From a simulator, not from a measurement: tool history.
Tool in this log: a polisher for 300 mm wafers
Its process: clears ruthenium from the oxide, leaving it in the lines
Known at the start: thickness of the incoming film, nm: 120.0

run  hour  flow of slurry (ml/min)  pressure of the wafer on the pad (kPa)  speed of the pad under the wafer (cm/s)  overpolish time after the end point (s)  time until the end point was called (s)
  1     0                      320                                    15.9                                      124                                       15                                   67.388
  2   7.3                      320                                    15.2                                      124                                       15                                   68.282
  3  10.5                      320                                    14.5                                      124                                       15                                   72.019
  4  11.4                      270                                    14.5                                      124                                       15                                   72.356
  5  17.6                      190                                    14.5                                      124                                       15                                   76.773
  6  21.9                      190                                    13.8                                      124                                       15                                   80.886

Estimate the outcome of run 7 from the log above:
  7  23.1                      190                                    13.8                                      124                                       15                                        ?

time until the end point was called (s): 80.638
